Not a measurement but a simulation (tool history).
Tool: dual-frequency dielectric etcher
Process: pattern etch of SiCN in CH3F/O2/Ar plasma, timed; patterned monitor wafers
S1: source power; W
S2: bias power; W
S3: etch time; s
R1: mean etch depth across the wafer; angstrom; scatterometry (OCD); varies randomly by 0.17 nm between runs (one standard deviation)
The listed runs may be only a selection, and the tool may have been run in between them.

Run 1, hour 0: S1 430 W, S2 70 W, S3 92.5 s. Result: R1 342.91 angstrom.
Run 2, hour 1.1: S1 430 W, S2 70 W, S3 92.5 s. Result: R1 344.98 angstrom.
Run 3, hour 6.1: S1 490 W, S2 70 W, S3 92.5 s. Result: R1 359.51 angstrom.
Run 4, hour 7.8: S1 460 W, S2 68 W, S3 92.5 s. Result: R1 348.74 angstrom.
Run 5, hour 16.6: S1 460 W, S2 68 W, S3 97 s. Result: R1 367.42 angstrom.
Run 6, hour 24.4: S1 460 W, S2 68 W, S3 92.5 s. Result: R1 349.82 angstrom.

Forecast run 7:
Run 7, hour 29.7: S1 440 W, S2 67 W, S3 92.5 s. Result: R1 ?.

R1: 343.79 angstrom

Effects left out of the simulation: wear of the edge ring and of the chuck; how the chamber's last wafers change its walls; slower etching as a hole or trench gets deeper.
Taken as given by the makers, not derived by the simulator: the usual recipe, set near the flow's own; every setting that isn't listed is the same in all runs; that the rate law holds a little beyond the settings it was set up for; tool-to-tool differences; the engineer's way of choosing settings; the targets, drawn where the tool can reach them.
